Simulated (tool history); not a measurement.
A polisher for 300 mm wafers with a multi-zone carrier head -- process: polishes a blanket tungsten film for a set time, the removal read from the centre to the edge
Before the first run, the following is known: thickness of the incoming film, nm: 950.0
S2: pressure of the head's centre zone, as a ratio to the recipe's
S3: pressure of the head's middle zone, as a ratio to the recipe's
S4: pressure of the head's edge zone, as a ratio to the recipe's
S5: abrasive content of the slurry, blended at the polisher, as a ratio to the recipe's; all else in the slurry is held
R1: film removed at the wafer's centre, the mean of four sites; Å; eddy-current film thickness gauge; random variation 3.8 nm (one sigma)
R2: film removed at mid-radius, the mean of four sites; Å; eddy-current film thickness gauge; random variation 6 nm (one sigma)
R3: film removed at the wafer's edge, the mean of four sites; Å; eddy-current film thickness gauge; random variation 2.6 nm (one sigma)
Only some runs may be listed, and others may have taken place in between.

run 1 day=0 | flow_of_slurry_(ml/min)=170 S2=1 S3=1 S4=1 S5=1 polishing_time_(s)=50 | R1=3000.6 R2=2976.4 R3=3055.5
run 2 day=0.167 | flow_of_slurry_(ml/min)=170 S2=1 S3=1 S4=1.05 S5=1 polishing_time_(s)=50 | R1=2969.2 R2=2977.7 R3=3105.4
run 3 day=0.242 | flow_of_slurry_(ml/min)=185 S2=1.02 S3=1.03 S4=1.07 S5=1.15 polishing_time_(s)=51 | R1=3204.7 R2=3299.6 R3=3352.3
run 4 day=0.271 | flow_of_slurry_(ml/min)=185 S2=1.09 S3=1.03 S4=1.07 S5=1.15 polishing_time_(s)=51 | R1=3446.9 R2=3357 R3=3369.6
run 5 day=0.558 | flow_of_slurry_(ml/min)=195 S2=1.11 S3=1.05 S4=1.09 S5=1.25 polishing_time_(s)=51 | R1=3586 R2=3527.2 R3=3482.2
run 6 day=0.721 | flow_of_slurry_(ml/min)=205 S2=1.12 S3=1.07 S4=1.11 S5=1.3 polishing_time_(s)=51 | R1=3701.1 R2=3577.7 R3=3580.9
run 7 day=1.042 | flow_of_slurry_(ml/min)=210 S2=1.12 S3=1.1 S4=1.12 S5=1.35 polishing_time_(s)=51 | R1=3700 R2=3728.8 R3=3615.4
run 8 day=1.2 | flow_of_slurry_(ml/min)=215 S2=1.13 S3=1.12 S4=1.13 S5=1.4 polishing_time_(s)=51 | R1=3842.2 R2=3813.7 R3=3676.6
run 9 day=1.546 | flow_of_slurry_(ml/min)=220 S2=1.13 S3=1.14 S4=1.14 S5=1.45 polishing_time_(s)=51 | R1=3939.8 R2=4038.1 R3=3751.2

Run 10 is up next; what results do you expect?
run 10 day=1.65 | flow_of_slurry_(ml/min)=225 S2=1.13 S3=1.14 S4=1.15 S5=1.45 polishing_time_(s)=51 | R1=? R2=? R3=?

Run 10 produced R1 3929.2 Å, R2 4027.8 Å, R3 3730.3 Å.
